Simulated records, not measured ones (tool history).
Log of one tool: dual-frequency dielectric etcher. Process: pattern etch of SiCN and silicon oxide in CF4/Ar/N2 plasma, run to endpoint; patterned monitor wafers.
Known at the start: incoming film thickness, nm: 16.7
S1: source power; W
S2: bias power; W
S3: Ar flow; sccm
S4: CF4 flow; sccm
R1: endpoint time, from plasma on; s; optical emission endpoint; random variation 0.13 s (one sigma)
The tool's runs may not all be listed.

run,hour,S1,S2,S3,S4,R1
1,0,500,74,140,56,18.653
2,1.1,500,85,140,56,17.397
3,8.2,500,85,140,48,17.854
4,15.5,560,85,140,48,16.637
5,24.3,490,85,140,48,18.326
6,31.4,490,85,128,48,17.736
7,35.2,500,85,128,48,17.532
8,36.9,510,85,128,48,17.182
9,44.6,510,85,128,48,17.214

Forecast run 10:
10,52.1,520,85,128,48,?

{"run 10": {"R1": 17.016}}

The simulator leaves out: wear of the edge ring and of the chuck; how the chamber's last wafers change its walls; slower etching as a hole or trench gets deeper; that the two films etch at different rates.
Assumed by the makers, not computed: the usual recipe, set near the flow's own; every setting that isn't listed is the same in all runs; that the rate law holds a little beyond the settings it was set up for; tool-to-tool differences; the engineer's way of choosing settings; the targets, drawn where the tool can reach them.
